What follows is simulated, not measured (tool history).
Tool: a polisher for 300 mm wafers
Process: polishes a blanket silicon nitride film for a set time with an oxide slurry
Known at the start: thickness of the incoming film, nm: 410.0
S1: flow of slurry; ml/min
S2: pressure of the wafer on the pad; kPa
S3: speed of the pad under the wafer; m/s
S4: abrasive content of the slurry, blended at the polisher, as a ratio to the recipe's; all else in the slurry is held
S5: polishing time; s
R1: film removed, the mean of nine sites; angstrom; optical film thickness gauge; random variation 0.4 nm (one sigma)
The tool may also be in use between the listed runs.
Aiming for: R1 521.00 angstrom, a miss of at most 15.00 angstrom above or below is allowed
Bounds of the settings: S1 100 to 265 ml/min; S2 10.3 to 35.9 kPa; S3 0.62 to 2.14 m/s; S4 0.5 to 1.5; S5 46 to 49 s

run 1 day=0.000 | S1=170 S2=22.8 S3=1.38 S4=1.0 S5=46 | R1=347.43
run 2 day=0.371 | S1=175 S2=24.1 S3=1.38 S4=1.0 S5=46 | R1=368.16
run 3 day=0.404 | S1=175 S2=24.8 S3=1.38 S4=1.0 S5=46 | R1=374.52
run 4 day=0.479 | S1=175 S2=30.3 S3=1.38 S4=1.0 S5=46 | R1=450.40
run 5 day=0.838 | S1=180 S2=31.0 S3=1.38 S4=1.0 S5=46 | R1=463.77
run 6 day=1.208 | S1=180 S2=31.0 S3=1.38 S4=1.0 S5=46 | R1=462.28
run 7 day=1.488 | S1=180 S2=31.7 S3=1.38 S4=1.0 S5=46 | R1=469.48
run 8 day=1.812 | S1=180 S2=32.4 S3=1.38 S4=1.0 S5=46 | R1=474.90
run 9 day=2.129 | S1=190 S2=33.8 S3=1.38 S4=1.0 S5=46 | R1=497.92

Exercise: of the 5 proposed moves below, exactly one satisfies all targets within the stated allowed misses. Which move is it?
run A day=2.446 | S1=190 S2=27.6 S3=1.50 S4=1.2 S5=47 | R1=?
run B day=2.446 | S1=195 S2=33.8 S3=1.28 S4=1.0 S5=46 | R1=?
run C day=2.446 | S1=165 S2=31.7 S3=1.52 S4=1.0 S5=46 | R1=?
run D day=2.446 | S1=225 S2=31.7 S3=1.40 S4=1.1 S5=48 | R1=?
run E day=2.446 | S1=185 S2=33.8 S3=1.92 S4=0.8 S5=46 | R1=?

move=A R1=472.02
move=B R1=475.46
move=C R1=482.34
move=D R1=520.56
move=E R1=549.16
A: misses by more than the last run did
B: misses by more than the last run did
C: misses by more than the last run did
D: each result inside its tolerance
E: takes the result that was furthest off past its target
The move that meets every target is D.
